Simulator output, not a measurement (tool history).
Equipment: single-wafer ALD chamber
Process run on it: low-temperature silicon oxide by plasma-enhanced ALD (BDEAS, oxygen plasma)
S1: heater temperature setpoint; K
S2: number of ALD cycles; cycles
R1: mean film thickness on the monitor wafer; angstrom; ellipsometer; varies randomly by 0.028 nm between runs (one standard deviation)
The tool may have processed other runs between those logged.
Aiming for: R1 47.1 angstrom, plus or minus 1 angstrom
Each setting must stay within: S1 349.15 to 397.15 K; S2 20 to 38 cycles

run 1 hour=0 | S1=373.15 S2=29 | R1=42.549
run 2 hour=6.5 | S1=363.15 S2=29 | R1=43.883
run 3 hour=15.2 | S1=363.15 S2=27 | R1=41.541
run 4 hour=22 | S1=359.15 S2=27 | R1=41.765
run 5 hour=28.2 | S1=368.15 S2=27 | R1=40.578
run 6 hour=34.8 | S1=366.15 S2=28 | R1=42.074
run 7 hour=43.7 | S1=365.15 S2=28 | R1=41.794
run 8 hour=44.7 | S1=364.15 S2=29 | R1=44.039
run 9 hour=48.3 | S1=363.15 S2=29 | R1=44.415
run 10 hour=50.5 | S1=362.15 S2=29 | R1=44.658
run 11 hour=55.9 | S1=361.15 S2=29 | R1=44.443
run 12 hour=63.8 | S1=360.15 S2=29 | R1=44.538
run 13 hour=68.6 | S1=359.15 S2=29 | R1=44.706
run 14 hour=73.2 | S1=355.15 S2=31 | R1=48.627

Below are 5 possible settings for the next run. Only one of them brings all results inside the allowed miss of their targets. Which is it?
run A hour=77.8 | S1=367.15 S2=33 | R1=?
run B hour=77.8 | S1=357.15 S2=33 | R1=?
run C hour=77.8 | S1=349.15 S2=31 | R1=?
run D hour=77.8 | S1=364.15 S2=31 | R1=?
run E hour=77.8 | S1=358.15 S2=32 | R1=?

move=A R1=49.814
move=B R1=51.556
move=C R1=49.741
move=D R1=47.286
move=E R1=49.825
A: moves away from the targets compared with the last run
B: moves away from the targets compared with the last run
C: moves away from the targets compared with the last run
D: each result inside its tolerance
E: moves away from the targets compared with the last run
The right move is D.
